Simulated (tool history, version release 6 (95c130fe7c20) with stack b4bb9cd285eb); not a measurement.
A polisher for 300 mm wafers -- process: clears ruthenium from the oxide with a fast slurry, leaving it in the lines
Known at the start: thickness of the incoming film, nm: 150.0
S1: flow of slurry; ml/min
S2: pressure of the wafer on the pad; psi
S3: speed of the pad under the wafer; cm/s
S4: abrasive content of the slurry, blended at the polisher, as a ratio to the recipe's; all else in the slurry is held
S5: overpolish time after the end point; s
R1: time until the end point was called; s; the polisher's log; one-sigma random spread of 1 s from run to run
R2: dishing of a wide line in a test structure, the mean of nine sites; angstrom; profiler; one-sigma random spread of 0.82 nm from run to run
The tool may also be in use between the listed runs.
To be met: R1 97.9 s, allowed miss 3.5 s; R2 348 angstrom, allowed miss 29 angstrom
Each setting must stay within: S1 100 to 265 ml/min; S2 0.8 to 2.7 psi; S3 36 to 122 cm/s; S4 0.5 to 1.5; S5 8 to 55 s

run 1 hour=0 | S1=170 S2=1.7 S3=78 S4=1 S5=28 | R1=67.872 R2=533.54
run 2 hour=3.4 | S1=135 S2=1.7 S3=78 S4=1 S5=28 | R1=68.823 R2=523.13
run 3 hour=9.5 | S1=135 S2=1.7 S3=66 S4=1 S5=28 | R1=79.017 R2=453
run 4 hour=17.9 | S1=135 S2=1.7 S3=66 S4=1 S5=18 | R1=80.188 R2=292.6
run 5 hour=23.2 | S1=135 S2=1.6 S3=66 S4=1 S5=20 | R1=85.337 R2=309.62
run 6 hour=27.9 | S1=135 S2=1.5 S3=66 S4=1 S5=21 | R1=88.336 R2=301.63
run 7 hour=36.9 | S1=135 S2=1.5 S3=66 S4=1 S5=22 | R1=90.595 R2=315.14
run 8 hour=41 | S1=135 S2=1.5 S3=66 S4=1 S5=23 | R1=89.929 R2=327.44
run 9 hour=46.4 | S1=135 S2=1.5 S3=66 S4=1 S5=24 | R1=89.633 R2=350.26

Next run, 5 choices. One meets every target within its allowed miss, the rest don't. Which?
run A hour=51.8 | S1=130 S2=1.5 S3=60 S4=1.25 S5=23 | R1=? R2=?
run B hour=51.8 | S1=160 S2=1.2 S3=66 S4=1.2 S5=26 | R1=? R2=?
run C hour=51.8 | S1=130 S2=1.4 S3=86 S4=0.65 S5=28 | R1=? R2=?
run D hour=51.8 | S1=150 S2=1.4 S3=76 S4=1.05 S5=21 | R1=? R2=?
run E hour=51.8 | S1=115 S2=1.3 S3=76 S4=0.95 S5=31 | R1=? R2=?

move=A R1=89.992 R2=335.08
move=B R1=98.766 R2=344.17
move=C R1=91.033 R2=395.65
move=D R1=80.5 R2=341.36
move=E R1=91.815 R2=429.59
A: about as far from the targets as the last run
B: hits every target within its allowed miss
C: gains on the last run, yet a result remains outside its allowed miss
D: lands further from the targets than the last run did
E: lands further from the targets than the last run did
B meets every target.
